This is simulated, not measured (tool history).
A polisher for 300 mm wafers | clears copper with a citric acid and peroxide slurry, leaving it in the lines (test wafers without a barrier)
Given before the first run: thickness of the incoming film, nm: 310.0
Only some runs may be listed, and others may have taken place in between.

run    day  flow of slurry (ml/min)  pressure of the wafer on the pad (kPa)  speed of the pad under the wafer (cm/s)  abrasive content of the slurry  overpolish time after the end point (s)  time until the end point was called (s)  dishing of a wide line in a test structure (angstrom)
  1      0                      165                                      20                                       84                               1                                       25                                   181.37                                                  307.1
  2    0.3                      165                                    19.3                                       84                               1                                       23                                    183.5                                                 278.38
  3  0.417                      165                                    18.6                                       84                               1                                       21                                   190.44                                                 248.19
  4  0.712                      200                                    18.6                                       84                               1                                       21                                   183.73                                                 249.87
  5  0.775                      200                                    18.6                                       84                               1                                       15                                   189.97                                                  184.7
  6  0.971                      175                                    18.6                                       84                               1                                       15                                   188.06                                                 189.43
  7  1.021                      175                                    17.9                                       84                               1                                       14                                   197.11                                                 164.62
  8  1.171                      175                                    17.2                                       84                               1                                       14                                   198.51                                                 160.96
  9  1.471                      175                                    16.5                                       84                               1                                       14                                   204.12                                                 164.22
 10  1.642                      175                                    15.9                                       84                               1                                       14                                   208.55                                                 152.45

The next listed run, before its measurement:
 11  1.721                      175                                    15.2                                       84                               1                                       14                                        ?                                                      ?

{"run 11": {"time until the end point was called (s)": 218.24, "dishing of a wide line in a test structure (angstrom)": 146.53}}
